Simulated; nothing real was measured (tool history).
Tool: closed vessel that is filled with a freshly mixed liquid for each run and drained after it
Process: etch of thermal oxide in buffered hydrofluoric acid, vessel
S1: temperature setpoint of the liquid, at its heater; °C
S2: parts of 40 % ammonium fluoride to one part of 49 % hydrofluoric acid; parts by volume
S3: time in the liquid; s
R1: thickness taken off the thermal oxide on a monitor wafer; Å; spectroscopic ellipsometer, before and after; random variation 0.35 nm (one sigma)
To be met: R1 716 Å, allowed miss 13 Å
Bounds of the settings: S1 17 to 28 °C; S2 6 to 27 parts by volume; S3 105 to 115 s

Run 1, hour 0: S1 20 °C, S2 16.5 parts by volume, S3 105 s. Result: R1 579.06 Å.
Run 2, hour 4.4: S1 20 °C, S2 20 parts by volume, S3 105 s. Result: R1 474.43 Å.
Run 3, hour 5.7: S1 17.5 °C, S2 20 parts by volume, S3 105 s. Result: R1 415.18 Å.
Run 4, hour 13.4: S1 17.5 °C, S2 20 parts by volume, S3 115 s. Result: R1 456.58 Å.
Run 5, hour 15.2: S1 17 °C, S2 20 parts by volume, S3 115 s. Result: R1 439.43 Å.
Run 6, hour 18.7: S1 19 °C, S2 20 parts by volume, S3 115 s. Result: R1 497.22 Å.
Run 7, hour 20: S1 20.5 °C, S2 20 parts by volume, S3 115 s. Result: R1 537.03 Å.
Run 8, hour 28.4: S1 22 °C, S2 20 parts by volume, S3 115 s. Result: R1 584.21 Å.
Run 9, hour 29.9: S1 23 °C, S2 20 parts by volume, S3 115 s. Result: R1 621.09 Å.

Which of these 5 next moves meets every target?
Run A, hour 31.4: S1 26.5 °C, S2 23 parts by volume, S3 115 s. Result: R1 ?.
Run B, hour 31.4: S1 23 °C, S2 16.5 parts by volume, S3 105 s. Result: R1 ?.
Run C, hour 31.4: S1 25.5 °C, S2 20.5 parts by volume, S3 115 s. Result: R1 ?.
Run D, hour 31.4: S1 23.5 °C, S2 17.5 parts by volume, S3 110 s. Result: R1 ?.
Run E, hour 31.4: S1 26.5 °C, S2 21.5 parts by volume, S3 115 s. Result: R1 ?.

move      R1
   A  682.78
   B  685.47
   C  699.99
   D  696.54
   E  715.13
A: nearer than the last run, and not there yet
B: nearer than the last run, and not there yet
C: nearer than the last run, and not there yet
D: nearer than the last run, and not there yet
E: meets every target
Move E is the one to make.
